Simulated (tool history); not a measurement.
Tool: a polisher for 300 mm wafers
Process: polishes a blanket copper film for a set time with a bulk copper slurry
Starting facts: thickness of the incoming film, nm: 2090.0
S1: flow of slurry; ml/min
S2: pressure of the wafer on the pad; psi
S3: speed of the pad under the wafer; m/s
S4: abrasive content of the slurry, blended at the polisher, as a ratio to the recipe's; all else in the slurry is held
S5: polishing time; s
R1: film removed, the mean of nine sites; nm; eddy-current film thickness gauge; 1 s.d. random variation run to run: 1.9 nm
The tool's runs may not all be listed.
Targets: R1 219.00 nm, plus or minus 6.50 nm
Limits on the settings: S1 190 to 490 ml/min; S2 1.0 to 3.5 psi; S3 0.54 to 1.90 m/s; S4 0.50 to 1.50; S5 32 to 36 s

run  hour   S1   S2    S3    S4  S5      R1
  1   0.0  315  2.2  1.22  1.00  36  336.90
  2   7.9  315  2.2  1.22  1.15  36  355.53
  3  13.4  355  2.2  1.22  1.15  36  349.76
  4  22.2  355  2.0  1.22  1.15  36  326.24
  5  26.6  355  2.0  1.22  1.25  36  338.11
  6  28.6  325  2.0  1.22  1.25  36  336.37
  7  29.9  325  1.8  1.22  1.25  36  308.56
  8  35.0  325  1.8  1.22  1.25  36  306.08
  9  40.3  325  1.6  1.22  1.25  36  282.84

Which single option among these 4 for the next run brings every result within its allowed miss of target? Just one does.
  A  45.6  435  2.1  0.84  1.35  34   ?
  B  45.6  310  1.2  1.42  1.00  32   ?
  C  45.6  300  1.3  1.26  1.15  35   ?
  D  45.6  365  1.7  1.08  1.25  35   ?

move      R1
   A  260.85
   B  219.58
   C  238.84
   D  265.17
A: closes in on the targets versus the last run, not all within tolerance yet
B: hits every target within its allowed miss
C: closes in on the targets versus the last run, not all within tolerance yet
D: closes in on the targets versus the last run, not all within tolerance yet
B meets every target.
